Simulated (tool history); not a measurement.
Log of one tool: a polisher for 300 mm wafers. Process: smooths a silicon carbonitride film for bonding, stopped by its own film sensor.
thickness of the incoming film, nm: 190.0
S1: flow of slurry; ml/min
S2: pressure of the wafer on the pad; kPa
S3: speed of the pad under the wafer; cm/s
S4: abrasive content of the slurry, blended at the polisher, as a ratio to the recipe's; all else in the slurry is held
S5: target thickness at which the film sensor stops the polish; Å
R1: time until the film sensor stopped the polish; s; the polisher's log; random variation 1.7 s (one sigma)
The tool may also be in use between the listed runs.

{"run": 1, "hour": 0.0, "S1": 195, "S2": 11.7, "S3": 90, "S4": 1, "S5": 1480, "R1": 259.41}
{"run": 2, "hour": 4.6, "S1": 195, "S2": 13.8, "S3": 92, "S4": 1, "S5": 1480, "R1": 222.79}
{"run": 3, "hour": 5.7, "S1": 195, "S2": 15.2, "S3": 98, "S4": 1, "S5": 1480, "R1": 189.23}
{"run": 4, "hour": 10.6, "S1": 195, "S2": 15.2, "S3": 98, "S4": 1.15, "S5": 1480, "R1": 170.01}
{"run": 5, "hour": 16.1, "S1": 225, "S2": 15.2, "S3": 98, "S4": 1.15, "S5": 1480, "R1": 168.69}
{"run": 6, "hour": 23.5, "S1": 225, "S2": 15.9, "S3": 98, "S4": 1.15, "S5": 1480, "R1": 162.14}
{"run": 7, "hour": 25.4, "S1": 225, "S2": 16.5, "S3": 98, "S4": 1.15, "S5": 1480, "R1": 156.38}

The next listed run, before its measurement:
{"run": 8, "hour": 28.1, "S1": 225, "S2": 16.5, "S3": 98, "S4": 1.15, "S5": 1480, "R1": "?"}

Run 8 gave R1 155.27 s.
